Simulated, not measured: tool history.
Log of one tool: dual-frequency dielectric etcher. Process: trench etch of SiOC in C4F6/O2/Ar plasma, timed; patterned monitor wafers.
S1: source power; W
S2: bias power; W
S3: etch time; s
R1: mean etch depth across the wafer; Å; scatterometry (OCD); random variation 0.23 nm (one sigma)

Run 1, hour 0: S1 480 W, S2 197 W, S3 23.5 s. Result: R1 493.3 Å.
Run 2, hour 4.6: S1 430 W, S2 197 W, S3 23.5 s. Result: R1 477 Å.
Run 3, hour 5.1: S1 400 W, S2 192 W, S3 23.5 s. Result: R1 455.34 Å.
Run 4, hour 8.8: S1 400 W, S2 218 W, S3 23.5 s. Result: R1 475.03 Å.
Run 5, hour 14: S1 400 W, S2 195 W, S3 23.5 s. Result: R1 459.8 Å.
Run 6, hour 16.5: S1 400 W, S2 195 W, S3 23.5 s. Result: R1 458.53 Å.

The next listed run, before its measurement:
Run 7, hour 19.9: S1 380 W, S2 194 W, S3 23.5 s. Result: R1 ?.

R1: 450.59 Å

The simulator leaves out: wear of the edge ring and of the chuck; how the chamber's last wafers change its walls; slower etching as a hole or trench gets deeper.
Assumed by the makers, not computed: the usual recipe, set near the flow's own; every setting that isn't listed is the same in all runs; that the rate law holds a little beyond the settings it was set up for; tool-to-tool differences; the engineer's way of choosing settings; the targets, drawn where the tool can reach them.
